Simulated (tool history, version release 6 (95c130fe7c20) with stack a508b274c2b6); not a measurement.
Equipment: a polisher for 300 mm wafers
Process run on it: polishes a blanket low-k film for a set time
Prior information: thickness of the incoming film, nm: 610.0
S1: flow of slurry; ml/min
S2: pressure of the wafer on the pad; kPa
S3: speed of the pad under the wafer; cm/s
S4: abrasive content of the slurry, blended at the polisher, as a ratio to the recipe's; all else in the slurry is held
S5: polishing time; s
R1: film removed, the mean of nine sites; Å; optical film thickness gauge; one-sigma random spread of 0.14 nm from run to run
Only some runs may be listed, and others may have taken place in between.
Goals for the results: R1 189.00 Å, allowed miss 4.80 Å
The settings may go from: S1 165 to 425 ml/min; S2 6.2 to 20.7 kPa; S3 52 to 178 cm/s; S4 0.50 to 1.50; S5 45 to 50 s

run 1 day=0.000 | S1=275 S2=13.1 S3=114 S4=1.00 S5=50 | R1=225.50
run 2 day=0.312 | S1=270 S2=12.4 S3=114 S4=1.00 S5=50 | R1=212.84
run 3 day=0.654 | S1=270 S2=12.4 S3=114 S4=1.00 S5=50 | R1=213.90
run 4 day=0.838 | S1=270 S2=12.4 S3=114 S4=1.00 S5=50 | R1=213.41
run 5 day=1.038 | S1=310 S2=12.4 S3=114 S4=1.00 S5=50 | R1=217.60
run 6 day=1.358 | S1=310 S2=10.3 S3=114 S4=1.00 S5=50 | R1=181.64
run 7 day=1.458 | S1=315 S2=10.3 S3=114 S4=1.00 S5=50 | R1=184.61
run 8 day=1.783 | S1=315 S2=10.3 S3=114 S4=1.00 S5=50 | R1=182.79
run 9 day=2.062 | S1=320 S2=10.3 S3=114 S4=1.00 S5=50 | R1=182.00
run 10 day=2.312 | S1=320 S2=11.0 S3=114 S4=1.00 S5=50 | R1=196.21
run 11 day=2.421 | S1=310 S2=11.0 S3=114 S4=1.00 S5=50 | R1=196.80

Exactly one of the 4 candidate moves below puts every result within its allowed miss. Which one?
run A day=2.529 | S1=360 S2=12.4 S3=116 S4=1.05 S5=46 | R1=?
run B day=2.529 | S1=310 S2=11.0 S3=112 S4=1.30 S5=48 | R1=?
run C day=2.529 | S1=310 S2=11.0 S3=114 S4=1.00 S5=49 | R1=?
run D day=2.529 | S1=280 S2=10.3 S3=132 S4=1.10 S5=50 | R1=?

move=A R1=210.06
move=B R1=203.80
move=C R1=191.32
move=D R1=207.84
A: misses by more than the last run did
B: misses by more than the last run did
C: all results land within tolerance of their targets
D: misses by more than the last run did
The right move is C.

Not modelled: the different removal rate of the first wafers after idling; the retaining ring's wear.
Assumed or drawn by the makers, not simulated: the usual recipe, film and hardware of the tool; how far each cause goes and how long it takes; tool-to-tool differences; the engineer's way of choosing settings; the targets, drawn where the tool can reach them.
